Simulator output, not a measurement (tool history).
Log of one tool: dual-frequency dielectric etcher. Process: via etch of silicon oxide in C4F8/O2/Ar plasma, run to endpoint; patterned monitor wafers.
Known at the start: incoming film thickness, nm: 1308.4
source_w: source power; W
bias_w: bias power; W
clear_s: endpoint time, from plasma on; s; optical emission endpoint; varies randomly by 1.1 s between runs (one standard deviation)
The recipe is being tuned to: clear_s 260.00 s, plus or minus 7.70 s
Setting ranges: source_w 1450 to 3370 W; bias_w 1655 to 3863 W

run  hour  source_w  bias_w  clear_s
  1   0.0      2410    2759   220.22
  2   6.0      2410    3218   205.64
  3   9.6      2200    3041   219.08
  4  13.1      2200    2828   224.64
  5  20.6      2050    2723   233.20
  6  25.0      2450    2723   220.20
  7  33.4      2270    2610   228.11
  8  35.5      2120    2523   238.29
  9  38.5      2020    2477   243.43
 10  39.6      1950    2442   247.86
 11  48.1      1900    2418   250.23

Exercise: of the 5 proposed moves below, exactly one satisfies all targets within the stated allowed misses. Which move is it?
  A  56.6      1960    2805        ?
  B  56.6      2130    2347        ?
  C  56.6      1830    2778        ?
  D  56.6      1580    2549        ?
  E  56.6      1780    2804        ?

move  clear_s
   A   234.81
   B   242.53
   C   241.40
   D   262.00
   E   242.96
A: its largest miss is bigger than the last run's
B: its largest miss is bigger than the last run's
C: its largest miss is bigger than the last run's
D: meets every target
E: its largest miss is bigger than the last run's
Correct choice: D, which meets every target
